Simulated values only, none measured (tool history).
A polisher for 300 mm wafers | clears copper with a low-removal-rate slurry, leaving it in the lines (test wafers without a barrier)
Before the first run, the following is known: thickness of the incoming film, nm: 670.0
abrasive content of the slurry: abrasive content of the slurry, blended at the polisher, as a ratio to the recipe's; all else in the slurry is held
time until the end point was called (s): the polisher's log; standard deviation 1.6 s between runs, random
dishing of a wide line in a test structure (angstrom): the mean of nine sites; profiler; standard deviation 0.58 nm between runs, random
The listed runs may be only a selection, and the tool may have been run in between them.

run	hour	flow of slurry (ml/min)	pressure of the wafer on the pad (kPa)	speed of the pad under the wafer (m/s)	abrasive content of the slurry	overpolish time after the end point (s)	time until the end point was called (s)	dishing of a wide line in a test structure (angstrom)
1	0.0	175	20.0	1.42	1.00	20	186.00	516.35
2	8.2	175	20.0	1.42	1.00	24	185.50	582.27
3	10.2	175	17.9	1.42	1.00	24	203.94	571.58
4	15.7	175	17.9	1.42	0.90	24	202.22	543.52
5	17.8	210	17.9	1.42	0.90	24	195.59	533.11
6	19.2	195	17.9	1.42	0.90	24	203.92	546.45
7	25.8	205	20.0	1.40	0.85	21	187.96	524.73
8	34.1	215	18.6	1.52	0.95	19	184.99	485.65
9	36.6	225	20.0	1.54	0.90	17	173.95	467.48
10	37.6	225	20.0	1.54	0.90	17	168.01	476.28
11	38.4	230	20.0	1.60	0.85	15	171.22	432.26
12	46.9	180	20.7	1.92	1.10	6	138.52	221.72
13	52.2	230	24.1	1.94	1.05	6	121.01	253.09
14	57.1	230	24.8	1.94	1.00	6	119.42	249.41

Run 15 comes next. What will it give?
15	58.0	230	24.8	1.94	1.00	7	?	?

Run 15 produced time until the end point was called (s) 121.77, dishing of a wide line in a test structure (angstrom) 286.78.
